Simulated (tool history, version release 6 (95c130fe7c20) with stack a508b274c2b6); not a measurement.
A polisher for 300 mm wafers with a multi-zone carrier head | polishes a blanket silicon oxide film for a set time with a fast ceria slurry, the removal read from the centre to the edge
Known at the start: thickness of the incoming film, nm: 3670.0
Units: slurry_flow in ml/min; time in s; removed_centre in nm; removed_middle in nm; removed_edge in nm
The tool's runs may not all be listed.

Run 1, hour 0.0: slurry_flow 245 ml/min, centre_zone 1.00, middle_zone 1.00, edge_zone 1.00, time 60 s. Result: removed_centre 1077.8 nm, removed_middle 1104.1 nm, removed_edge 1057.6 nm.
Run 2, hour 2.6: slurry_flow 265 ml/min, centre_zone 1.04, middle_zone 1.06, edge_zone 1.03, time 64 s. Result: removed_centre 1215.6 nm, removed_middle 1234.0 nm, removed_edge 1152.6 nm.
Run 3, hour 10.1: slurry_flow 280 ml/min, centre_zone 1.05, middle_zone 1.10, edge_zone 1.03, time 68 s. Result: removed_centre 1337.6 nm, removed_middle 1343.6 nm, removed_edge 1217.2 nm.
Run 4, hour 17.3: slurry_flow 280 ml/min, centre_zone 1.05, middle_zone 1.10, edge_zone 1.03, time 55 s. Result: removed_centre 1051.7 nm, removed_middle 1092.5 nm, removed_edge 1002.6 nm.
Run 5, hour 25.0: slurry_flow 280 ml/min, centre_zone 1.05, middle_zone 1.10, edge_zone 1.12, time 55 s. Result: removed_centre 1047.5 nm, removed_middle 1106.7 nm, removed_edge 1022.0 nm.
Run 6, hour 33.1: slurry_flow 280 ml/min, centre_zone 1.05, middle_zone 1.10, edge_zone 1.12, time 64 s. Result: removed_centre 1238.2 nm, removed_middle 1281.4 nm, removed_edge 1201.8 nm.
Run 7, hour 35.3: slurry_flow 285 ml/min, centre_zone 1.05, middle_zone 1.13, edge_zone 1.09, time 68 s. Result: removed_centre 1299.6 nm, removed_middle 1395.8 nm, removed_edge 1272.0 nm.
Run 8, hour 43.7: slurry_flow 295 ml/min, centre_zone 1.06, middle_zone 1.15, edge_zone 1.05, time 71 s. Result: removed_centre 1386.0 nm, removed_middle 1472.9 nm, removed_edge 1293.4 nm.
Run 9, hour 48.5: slurry_flow 300 ml/min, centre_zone 1.07, middle_zone 1.16, edge_zone 1.05, time 73 s. Result: removed_centre 1465.4 nm, removed_middle 1533.6 nm, removed_edge 1332.2 nm.

The next listed run, before its measurement:
Run 10, hour 56.0: slurry_flow 305 ml/min, centre_zone 1.07, middle_zone 1.17, edge_zone 1.05, time 74 s. Result: removed_centre ?, removed_middle ?, removed_edge ?.

removed_centre: 1465.6 nm
removed_middle: 1604.2 nm
removed_edge: 1355.2 nm

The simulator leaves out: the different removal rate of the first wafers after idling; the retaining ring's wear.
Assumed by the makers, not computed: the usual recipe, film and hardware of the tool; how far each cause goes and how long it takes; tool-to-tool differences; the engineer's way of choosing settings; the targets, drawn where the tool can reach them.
